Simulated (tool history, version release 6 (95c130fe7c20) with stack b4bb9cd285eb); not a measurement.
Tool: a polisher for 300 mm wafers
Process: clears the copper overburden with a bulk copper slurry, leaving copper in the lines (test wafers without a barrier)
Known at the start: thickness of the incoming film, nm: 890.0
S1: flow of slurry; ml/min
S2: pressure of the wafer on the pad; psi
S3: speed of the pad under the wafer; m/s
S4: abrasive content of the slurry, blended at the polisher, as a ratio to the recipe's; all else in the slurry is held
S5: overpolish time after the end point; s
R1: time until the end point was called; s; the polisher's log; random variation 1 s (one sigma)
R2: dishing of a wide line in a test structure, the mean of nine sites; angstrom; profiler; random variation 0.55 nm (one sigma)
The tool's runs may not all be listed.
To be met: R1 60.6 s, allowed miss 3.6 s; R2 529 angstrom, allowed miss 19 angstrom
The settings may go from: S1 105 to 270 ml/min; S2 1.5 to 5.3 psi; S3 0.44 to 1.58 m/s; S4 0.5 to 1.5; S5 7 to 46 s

| run | hour | S1 | S2 | S3 | S4 | S5 | R1 | R2 |
|---|---|---|---|---|---|---|---|---|
| 1 | 0 | 175 | 3.4 | 1 | 1 | 24 | 78.18 | 523.69 |
| 2 | 5.9 | 175 | 4 | 1 | 1 | 24 | 66.559 | 547.47 |
| 3 | 14.8 | 175 | 4 | 1 | 1 | 22 | 66.047 | 544.45 |
| 4 | 17.3 | 175 | 4 | 1 | 1 | 20 | 67.787 | 533.43 |
| 5 | 20.8 | 175 | 4.1 | 1 | 1 | 19 | 64.527 | 532.25 |
| 6 | 23.3 | 175 | 4.1 | 1 | 1 | 25 | 64.79 | 552.42 |
| 7 | 29 | 175 | 4.1 | 1 | 1 | 23 | 66.82 | 553.04 |
| 8 | 35.1 | 180 | 4 | 1.22 | 1.05 | 12 | 52.646 | 515.89 |
| 9 | 40.7 | 180 | 4 | 1.22 | 1.05 | 13 | 53.965 | 512.9 |
| 10 | 47 | 180 | 4 | 1.2 | 1.05 | 14 | 53.922 | 531.39 |
| 11 | 50.7 | 180 | 4 | 1.2 | 1.05 | 14 | 55.058 | 532.9 |

5 next moves are on the table. One of them brings every result within its allowed miss. Which?
| A | 54.4 | 190 | 3.7 | 1.12 | 1.2 | 18 | ? | ? |
| B | 54.4 | 200 | 3.6 | 1.04 | 1 | 22 | ? | ? |
| C | 54.4 | 225 | 2.8 | 1.28 | 1.05 | 29 | ? | ? |
| D | 54.4 | 210 | 4.3 | 1.14 | 1.15 | 32 | ? | ? |
| E | 54.4 | 155 | 4.4 | 0.92 | 0.95 | 35 | ? | ? |

| move | R1 | R2 |
|---|---|---|
| A | 59.748 | 538.85 |
| B | 69.26 | 539.88 |
| C | 69.988 | 531.37 |
| D | 50.685 | 561.55 |
| E | 67.863 | 561.94 |
A: meets every target
B: takes the result that was furthest off past its target
C: takes the result that was furthest off past its target
D: further off than the last run
E: takes the result that was furthest off past its target
The right move is A.

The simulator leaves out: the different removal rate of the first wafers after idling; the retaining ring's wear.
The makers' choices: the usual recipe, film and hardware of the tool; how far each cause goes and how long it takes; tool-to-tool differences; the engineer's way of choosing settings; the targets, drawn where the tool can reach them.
